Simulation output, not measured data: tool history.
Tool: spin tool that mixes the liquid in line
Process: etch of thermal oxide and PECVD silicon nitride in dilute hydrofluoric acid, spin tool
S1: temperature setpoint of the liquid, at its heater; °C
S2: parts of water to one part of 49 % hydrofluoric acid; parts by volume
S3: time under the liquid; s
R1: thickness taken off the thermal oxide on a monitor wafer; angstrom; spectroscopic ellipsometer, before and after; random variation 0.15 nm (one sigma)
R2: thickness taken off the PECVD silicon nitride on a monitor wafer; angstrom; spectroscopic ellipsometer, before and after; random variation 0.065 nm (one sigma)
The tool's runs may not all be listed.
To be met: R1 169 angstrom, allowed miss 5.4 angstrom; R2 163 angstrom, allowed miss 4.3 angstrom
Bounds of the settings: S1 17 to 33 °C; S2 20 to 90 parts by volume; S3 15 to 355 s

run,hour,S1,S2,S3,R1,R2
1,0,25,50,180,195.12,216.83
2,1.9,21.5,50,180,168.87,170.51
3,5,21.5,60,180,138.43,143.03
4,7.9,21.5,60,115,88.405,91.286
5,11.7,21.5,45,115,119.6,121.4
6,14.3,21.5,25,115,221.7,213.77
7,22.1,21,30,120,187.82,181.51
8,27.1,20.5,30,120,185,175.96
9,30.4,20.5,35,120,157.81,151.72
10,35.4,21,35,120,160.82,154.96

4 next moves are on the table. One of them brings every result within its allowed miss. Which?
A,40.4,17,25,110,?,?
B,40.4,18.5,30,110,?,?
C,40.4,20.5,35,130,?,?
D,40.4,20,35,125,?,?

move,R1,R2
A,175.25,148.39
B,155.1,138.69
C,170.27,162.6
D,160.25,150.98
A: further off than the last run
B: further off than the last run
C: meets every target
D: further off than the last run
Move C is the one to make.

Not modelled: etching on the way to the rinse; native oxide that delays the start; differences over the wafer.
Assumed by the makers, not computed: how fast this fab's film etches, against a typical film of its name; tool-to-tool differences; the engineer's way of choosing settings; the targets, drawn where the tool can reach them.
